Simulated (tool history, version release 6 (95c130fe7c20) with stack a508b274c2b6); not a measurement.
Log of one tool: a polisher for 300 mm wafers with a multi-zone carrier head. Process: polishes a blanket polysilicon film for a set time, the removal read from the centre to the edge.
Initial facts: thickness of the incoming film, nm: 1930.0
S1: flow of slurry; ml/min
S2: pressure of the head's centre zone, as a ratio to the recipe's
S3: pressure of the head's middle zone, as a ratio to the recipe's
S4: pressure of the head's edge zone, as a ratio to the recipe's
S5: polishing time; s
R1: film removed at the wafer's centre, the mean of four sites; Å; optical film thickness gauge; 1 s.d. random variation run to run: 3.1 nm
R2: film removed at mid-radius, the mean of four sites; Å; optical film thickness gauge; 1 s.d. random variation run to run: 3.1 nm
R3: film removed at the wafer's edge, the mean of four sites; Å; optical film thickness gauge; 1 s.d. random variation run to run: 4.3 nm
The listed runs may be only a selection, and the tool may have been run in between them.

run,day,S1,S2,S3,S4,S5,R1,R2,R3
1,0.000,140,1.00,1.00,1.00,65,4117.2,3985.8,4006.6
2,0.054,135,0.98,1.00,1.00,63,3892.2,3891.3,3782.6
3,0.104,135,0.98,1.00,1.00,79,4882.4,4866.3,4784.3
4,0.242,135,0.98,1.00,1.00,65,3946.8,3972.7,4059.1
5,0.462,135,0.97,1.00,0.99,63,3764.7,3794.5,3870.7
6,0.617,135,0.96,1.01,0.98,61,3614.9,3717.8,3747.4

Forecast run 7:
7,0.721,135,0.96,1.01,0.98,61,?,?,?

For run 7 the tool returned R1 3680.3 Å, R2 3724.5 Å, R3 3719.5 Å.
